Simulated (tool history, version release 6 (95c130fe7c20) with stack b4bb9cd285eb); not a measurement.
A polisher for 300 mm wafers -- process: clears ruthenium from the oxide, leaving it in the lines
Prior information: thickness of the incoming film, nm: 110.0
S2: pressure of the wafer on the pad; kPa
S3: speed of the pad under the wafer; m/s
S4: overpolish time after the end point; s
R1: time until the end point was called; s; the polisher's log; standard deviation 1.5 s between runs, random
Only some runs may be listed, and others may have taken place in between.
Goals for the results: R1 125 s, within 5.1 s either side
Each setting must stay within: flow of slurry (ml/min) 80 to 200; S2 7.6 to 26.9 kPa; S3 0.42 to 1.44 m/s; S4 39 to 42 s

{"run": 1, "hour": 0.0, "flow of slurry (ml/min)": 130, "S2": 17.2, "S3": 0.92, "S4": 39, "R1": 100.36}
{"run": 2, "hour": 8.8, "flow of slurry (ml/min)": 125, "S2": 15.9, "S3": 0.92, "S4": 39, "R1": 112.06}
{"run": 3, "hour": 9.7, "flow of slurry (ml/min)": 120, "S2": 15.2, "S3": 0.92, "S4": 39, "R1": 115.75}
{"run": 4, "hour": 11.0, "flow of slurry (ml/min)": 105, "S2": 15.2, "S3": 0.92, "S4": 39, "R1": 119.09}
{"run": 5, "hour": 17.8, "flow of slurry (ml/min)": 105, "S2": 12.4, "S3": 0.92, "S4": 39, "R1": 139.74}
{"run": 6, "hour": 24.0, "flow of slurry (ml/min)": 105, "S2": 12.4, "S3": 0.78, "S4": 39, "R1": 150.4}
{"run": 7, "hour": 29.8, "flow of slurry (ml/min)": 110, "S2": 13.1, "S3": 0.78, "S4": 39, "R1": 145.89}
{"run": 8, "hour": 33.7, "flow of slurry (ml/min)": 110, "S2": 13.1, "S3": 0.78, "S4": 39, "R1": 145.92}

Exactly one of the 5 candidate moves below puts every result within its allowed miss. Which one?
{"run": "A", "hour": 37.6, "flow of slurry (ml/min)": 95, "S2": 12.4, "S3": 0.66, "S4": 39, "R1": "?"}
{"run": "B", "hour": 37.6, "flow of slurry (ml/min)": 90, "S2": 16.5, "S3": 0.86, "S4": 42, "R1": "?"}
{"run": "C", "hour": 37.6, "flow of slurry (ml/min)": 80, "S2": 13.8, "S3": 0.9, "S4": 39, "R1": "?"}
{"run": "D", "hour": 37.6, "flow of slurry (ml/min)": 115, "S2": 15.2, "S3": 0.8, "S4": 39, "R1": "?"}
{"run": "E", "hour": 37.6, "flow of slurry (ml/min)": 145, "S2": 10.3, "S3": 1.1, "S4": 39, "R1": "?"}

move=A R1=171.82
move=B R1=117.44
move=C R1=136.92
move=D R1=126.14
move=E R1=137.9
A: the biggest miss grows against the last run
B: carries the result that was furthest off beyond its target, to the other side
C: closes in on the targets versus the last run, not all within tolerance yet
D: all results land within tolerance of their targets
E: closes in on the targets versus the last run, not all within tolerance yet
Move D is the one to make.
